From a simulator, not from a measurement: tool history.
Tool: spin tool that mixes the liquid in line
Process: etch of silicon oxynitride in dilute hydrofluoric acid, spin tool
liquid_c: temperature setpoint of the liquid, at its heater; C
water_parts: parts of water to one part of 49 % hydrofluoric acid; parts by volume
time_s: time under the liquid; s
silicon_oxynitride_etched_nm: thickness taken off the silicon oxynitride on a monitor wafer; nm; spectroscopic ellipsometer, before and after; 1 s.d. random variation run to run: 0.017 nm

| run | hour | liquid_c | water_parts | time_s | silicon_oxynitride_etched_nm |
|---|---|---|---|---|---|
| 1 | 0.0 | 22.0 | 70 | 75 | 2.6106 |
| 2 | 2.0 | 22.0 | 70 | 75 | 2.6929 |
| 3 | 9.2 | 22.0 | 70 | 75 | 2.6209 |
| 4 | 14.0 | 22.0 | 70 | 75 | 2.6876 |
| 5 | 15.9 | 20.5 | 75 | 75 | 2.2846 |
|  | 22.3 | thermometer replaced |
| 6 | 22.3 | 20.5 | 50 | 75 | 3.2168 |
| 7 | 25.8 | 19.5 | 60 | 75 | 2.5214 |
| 8 | 29.4 | 18.5 | 65 | 75 | 2.2073 |

The next listed run, before its measurement:
| 9 | 35.4 | 18.0 | 70 | 75 | ? |

For run 9 the tool returned silicon_oxynitride_etched_nm 1.9960 nm.
